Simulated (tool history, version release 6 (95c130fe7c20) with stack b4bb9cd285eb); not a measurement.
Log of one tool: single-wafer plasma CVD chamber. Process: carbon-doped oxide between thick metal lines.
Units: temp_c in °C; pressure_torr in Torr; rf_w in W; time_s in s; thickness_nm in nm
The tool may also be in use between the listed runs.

Run 1, day 0.000: temp_c 330 °C, pressure_torr 5.40 Torr, rf_w 565 W, time_s 247 s. Result: thickness_nm 1375.7 nm.
Run 2, day 0.221: temp_c 324 °C, pressure_torr 5.40 Torr, rf_w 565 W, time_s 247 s. Result: thickness_nm 1390.5 nm.
Run 3, day 0.371: temp_c 318 °C, pressure_torr 5.40 Torr, rf_w 565 W, time_s 247 s. Result: thickness_nm 1423.4 nm.
Run 4, day 0.483: temp_c 318 °C, pressure_torr 5.40 Torr, rf_w 565 W, time_s 255 s. Result: thickness_nm 1466.0 nm.
Run 5, day 0.538: temp_c 320 °C, pressure_torr 5.09 Torr, rf_w 530 W, time_s 254 s. Result: thickness_nm 1358.5 nm.
Run 6, day 0.800: temp_c 322 °C, pressure_torr 4.68 Torr, rf_w 520 W, time_s 254 s. Result: thickness_nm 1300.0 nm.
Run 7, day 1.079: temp_c 322 °C, pressure_torr 4.68 Torr, rf_w 520 W, time_s 254 s. Result: thickness_nm 1289.5 nm.
Run 8, day 1.129: temp_c 324 °C, pressure_torr 4.43 Torr, rf_w 520 W, time_s 254 s. Result: thickness_nm 1248.7 nm.
Run 9, day 1.246: temp_c 326 °C, pressure_torr 4.30 Torr, rf_w 520 W, time_s 254 s. Result: thickness_nm 1252.3 nm.
Run 10, day 1.554: temp_c 327 °C, pressure_torr 4.08 Torr, rf_w 520 W, time_s 254 s. Result: thickness_nm 1216.1 nm.
Run 11, day 1.792: temp_c 329 °C, pressure_torr 3.97 Torr, rf_w 520 W, time_s 254 s. Result: thickness_nm 1221.4 nm.
Run 12, day 1.975: temp_c 329 °C, pressure_torr 3.81 Torr, rf_w 515 W, time_s 254 s. Result: thickness_nm 1189.7 nm.
Run 13, day 2.146: temp_c 330 °C, pressure_torr 3.72 Torr, rf_w 515 W, time_s 254 s. Result: thickness_nm 1189.3 nm.

Run 14 comes next. What will it give?
Run 14, day 2.517: temp_c 331 °C, pressure_torr 3.61 Torr, rf_w 515 W, time_s 254 s. Result: thickness_nm ?.

Run 14 gave thickness_nm 1170.9 nm.
